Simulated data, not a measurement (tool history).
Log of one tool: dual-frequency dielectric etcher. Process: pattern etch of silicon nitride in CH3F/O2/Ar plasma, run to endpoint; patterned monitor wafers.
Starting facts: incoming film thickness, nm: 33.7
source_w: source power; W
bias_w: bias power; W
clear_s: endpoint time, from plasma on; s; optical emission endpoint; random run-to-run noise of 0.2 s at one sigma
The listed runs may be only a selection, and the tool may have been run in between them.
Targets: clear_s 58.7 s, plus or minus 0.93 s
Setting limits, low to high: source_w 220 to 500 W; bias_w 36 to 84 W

run 1 hour=0 | source_w=360 bias_w=60 | clear_s=54.912
run 2 hour=0.6 | source_w=350 bias_w=60 | clear_s=55.49
run 3 hour=1.8 | source_w=350 bias_w=55 | clear_s=57.615
run 4 hour=5 | source_w=350 bias_w=66 | clear_s=53.691
run 5 hour=12.2 | source_w=330 bias_w=66 | clear_s=54.343
run 6 hour=17.1 | source_w=320 bias_w=66 | clear_s=54.606
run 7 hour=23.1 | source_w=310 bias_w=66 | clear_s=55.153
run 8 hour=29.7 | source_w=300 bias_w=66 | clear_s=55.783
run 9 hour=38.7 | source_w=290 bias_w=66 | clear_s=55.914
run 10 hour=40.2 | source_w=280 bias_w=66 | clear_s=56.932
run 11 hour=45.9 | source_w=260 bias_w=66 | clear_s=57.821

5 next moves are on the table. One of them brings every result within its allowed miss. Which?
run A hour=51.6 | source_w=280 bias_w=67 | clear_s=?
run B hour=51.6 | source_w=220 bias_w=71 | clear_s=?
run C hour=51.6 | source_w=320 bias_w=62 | clear_s=?
run D hour=51.6 | source_w=280 bias_w=71 | clear_s=?
run E hour=51.6 | source_w=220 bias_w=79 | clear_s=?

move=A clear_s=56.287
move=B clear_s=58.338
move=C clear_s=56.017
move=D clear_s=55.022
move=E clear_s=55.9
A: lands further from the targets than the last run did
B: every result within its allowed miss
C: lands further from the targets than the last run did
D: lands further from the targets than the last run did
E: lands further from the targets than the last run did
The right move is B.

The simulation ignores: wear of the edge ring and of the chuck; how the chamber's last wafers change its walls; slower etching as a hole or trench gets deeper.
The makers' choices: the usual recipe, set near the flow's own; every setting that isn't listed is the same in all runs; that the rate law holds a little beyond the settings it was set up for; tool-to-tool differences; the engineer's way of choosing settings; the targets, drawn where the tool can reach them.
